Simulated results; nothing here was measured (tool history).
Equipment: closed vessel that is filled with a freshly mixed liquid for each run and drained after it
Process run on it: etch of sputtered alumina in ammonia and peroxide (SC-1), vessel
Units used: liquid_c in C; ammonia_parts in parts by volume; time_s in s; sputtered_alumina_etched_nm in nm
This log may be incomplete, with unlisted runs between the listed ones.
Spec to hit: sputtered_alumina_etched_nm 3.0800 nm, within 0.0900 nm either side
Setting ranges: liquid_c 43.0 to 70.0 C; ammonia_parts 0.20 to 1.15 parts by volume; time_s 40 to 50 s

{"run": 1, "hour": 0.0, "liquid_c": 59.0, "ammonia_parts": 0.65, "time_s": 50, "sputtered_alumina_etched_nm": 5.0788}
{"run": 2, "hour": 6.3, "liquid_c": 57.0, "ammonia_parts": 0.65, "time_s": 50, "sputtered_alumina_etched_nm": 4.6474}
{"run": 3, "hour": 8.5, "liquid_c": 51.5, "ammonia_parts": 0.65, "time_s": 50, "sputtered_alumina_etched_nm": 3.4356}
{"run": 4, "hour": 15.2, "liquid_c": 51.5, "ammonia_parts": 0.65, "time_s": 50, "sputtered_alumina_etched_nm": 3.5082}
{"run": 5, "hour": 23.9, "liquid_c": 58.0, "ammonia_parts": 0.65, "time_s": 50, "sputtered_alumina_etched_nm": 4.8511}
{"run": 6, "hour": 28.3, "liquid_c": 54.5, "ammonia_parts": 0.65, "time_s": 50, "sputtered_alumina_etched_nm": 4.0615}
{"run": 7, "hour": 36.0, "liquid_c": 53.5, "ammonia_parts": 0.65, "time_s": 50, "sputtered_alumina_etched_nm": 3.8178}
{"run": 8, "hour": 44.1, "liquid_c": 52.5, "ammonia_parts": 0.65, "time_s": 50, "sputtered_alumina_etched_nm": 3.6549}
{"run": 9, "hour": 45.4, "liquid_c": 48.5, "ammonia_parts": 0.65, "time_s": 50, "sputtered_alumina_etched_nm": 2.9221}

Exercise: of the 5 proposed moves below, exactly one satisfies all targets within the stated allowed misses. Which move is it?
{"run": "A", "hour": 46.7, "liquid_c": 48.5, "ammonia_parts": 0.6, "time_s": 50, "sputtered_alumina_etched_nm": "?"}
{"run": "B", "hour": 46.7, "liquid_c": 49.0, "ammonia_parts": 0.8, "time_s": 50, "sputtered_alumina_etched_nm": "?"}
{"run": "C", "hour": 46.7, "liquid_c": 48.0, "ammonia_parts": 0.65, "time_s": 50, "sputtered_alumina_etched_nm": "?"}
{"run": "D", "hour": 46.7, "liquid_c": 50.5, "ammonia_parts": 0.65, "time_s": 50, "sputtered_alumina_etched_nm": "?"}
{"run": "E", "hour": 46.7, "liquid_c": 51.0, "ammonia_parts": 0.6, "time_s": 50, "sputtered_alumina_etched_nm": "?"}

move=A sputtered_alumina_etched_nm=2.9035
move=B sputtered_alumina_etched_nm=3.0677
move=C sputtered_alumina_etched_nm=2.8453
move=D sputtered_alumina_etched_nm=3.2669
move=E sputtered_alumina_etched_nm=3.3322
A: further off than the last run
B: meets every target
C: further off than the last run
D: takes the result that was furthest off past its target
E: takes the result that was furthest off past its target
Go with B: it meets all targets.
